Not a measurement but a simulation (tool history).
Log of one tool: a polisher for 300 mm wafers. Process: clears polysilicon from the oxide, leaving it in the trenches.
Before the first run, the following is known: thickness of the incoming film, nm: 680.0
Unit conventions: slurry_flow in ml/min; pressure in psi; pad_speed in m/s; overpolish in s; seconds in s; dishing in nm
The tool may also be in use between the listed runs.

| run | hour | slurry_flow | pressure | pad_speed | overpolish | seconds | dishing |
|---|---|---|---|---|---|---|---|
| 1 | 0.0 | 245 | 2.9 | 0.86 | 15 | 43.790 | 69.850 |
| 2 | 6.2 | 245 | 2.8 | 0.86 | 13 | 43.542 | 67.730 |
| 3 | 11.7 | 245 | 2.6 | 0.86 | 11 | 46.315 | 64.391 |
| 4 | 16.7 | 245 | 3.0 | 0.86 | 11 | 41.417 | 67.488 |
| 5 | 17.6 | 245 | 3.0 | 0.68 | 11 | 52.528 | 61.811 |
| 6 | 24.8 | 255 | 3.0 | 0.66 | 10 | 54.173 | 57.319 |

What will run 7 give?
| 7 | 26.6 | 255 | 3.0 | 0.66 | 10 | ? | ? |

For run 7 the tool returned seconds 54.687 s, dishing 59.174 nm.

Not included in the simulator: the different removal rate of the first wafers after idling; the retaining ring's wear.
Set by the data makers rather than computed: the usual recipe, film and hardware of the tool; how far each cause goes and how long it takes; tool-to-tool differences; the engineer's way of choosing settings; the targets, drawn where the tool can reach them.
